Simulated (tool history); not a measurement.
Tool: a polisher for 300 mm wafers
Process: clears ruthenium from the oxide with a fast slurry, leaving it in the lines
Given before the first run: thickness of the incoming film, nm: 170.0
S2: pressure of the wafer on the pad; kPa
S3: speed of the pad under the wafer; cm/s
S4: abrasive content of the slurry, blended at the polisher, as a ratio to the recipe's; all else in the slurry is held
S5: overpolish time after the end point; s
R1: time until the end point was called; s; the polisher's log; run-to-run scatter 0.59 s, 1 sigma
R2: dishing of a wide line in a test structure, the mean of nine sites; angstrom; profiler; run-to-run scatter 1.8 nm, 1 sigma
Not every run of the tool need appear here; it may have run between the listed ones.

{"run": 1, "hour": 0.0, "flow of slurry (ml/min)": 210, "S2": 20.7, "S3": 78, "S4": 1.0, "S5": 25, "R1": 48.933, "R2": 663.29}
{"run": 2, "hour": 3.5, "flow of slurry (ml/min)": 210, "S2": 20.7, "S3": 78, "S4": 1.15, "S5": 25, "R1": 44.836, "R2": 705.72}
{"run": 3, "hour": 11.4, "flow of slurry (ml/min)": 210, "S2": 21.4, "S3": 78, "S4": 1.15, "S5": 26, "R1": 42.553, "R2": 732.6}
{"run": 4, "hour": 17.0, "flow of slurry (ml/min)": 210, "S2": 22.1, "S3": 78, "S4": 1.15, "S5": 28, "R1": 42.395, "R2": 791.89}
{"run": 5, "hour": 21.9, "flow of slurry (ml/min)": 175, "S2": 22.1, "S3": 78, "S4": 1.15, "S5": 28, "R1": 45.638, "R2": 767.24}
{"run": 6, "hour": 26.4, "flow of slurry (ml/min)": 185, "S2": 22.8, "S3": 78, "S4": 1.15, "S5": 29, "R1": 43.708, "R2": 801.75}
{"run": 7, "hour": 34.5, "flow of slurry (ml/min)": 195, "S2": 22.8, "S3": 78, "S4": 1.15, "S5": 30, "R1": 43.097, "R2": 828.42}
{"run": 8, "hour": 40.2, "flow of slurry (ml/min)": 205, "S2": 23.4, "S3": 78, "S4": 1.15, "S5": 31, "R1": 41.265, "R2": 858.28}
{"run": 9, "hour": 47.3, "flow of slurry (ml/min)": 210, "S2": 23.4, "S3": 78, "S4": 1.15, "S5": 32, "R1": 40.779, "R2": 882.3}

What will run 10 give?
{"run": 10, "hour": 52.7, "flow of slurry (ml/min)": 210, "S2": 25.5, "S3": 78, "S4": 1.15, "S5": 36, "R1": "?", "R2": "?"}

Run 10 yielded R1 38.684 s, R2 979.89 angstrom.
